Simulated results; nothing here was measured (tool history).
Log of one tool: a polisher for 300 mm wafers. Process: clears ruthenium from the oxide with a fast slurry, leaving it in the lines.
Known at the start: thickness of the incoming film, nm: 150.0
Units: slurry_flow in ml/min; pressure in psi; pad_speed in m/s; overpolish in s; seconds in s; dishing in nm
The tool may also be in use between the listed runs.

run	hour	slurry_flow	pressure	pad_speed	slurry_solids	overpolish	seconds	dishing
1	0	280	2.2	1.16	1	18	37.891	53.463
2	7.2	280	1.7	1.16	1	18	49.238	41.975
3	10.6	280	1.9	1.18	1	15	45.004	40.943
4	18.7	280	2.1	1.2	1.05	12	38.514	36.455
5	21.9	280	2.2	1.2	1.05	11	37.463	34.283
6	28.8	280	1.8	1.2	1.05	11	44.072	29.385
7	33.4	280	2	1.22	1.05	10	39.46	30.295
8	35	280	2.1	1.22	1.05	10	38.001	31.977
9	40.3	280	2.2	1.22	1.05	10	37.065	33.566
10	44.5	280	2.3	1.22	1.05	9	34.237	30.737

Run 11 comes next. What will it give?
11	51.4	280	2.4	1.22	1.05	9	?	?

Run 11 gave seconds 33.738 s, dishing 32.543 nm.

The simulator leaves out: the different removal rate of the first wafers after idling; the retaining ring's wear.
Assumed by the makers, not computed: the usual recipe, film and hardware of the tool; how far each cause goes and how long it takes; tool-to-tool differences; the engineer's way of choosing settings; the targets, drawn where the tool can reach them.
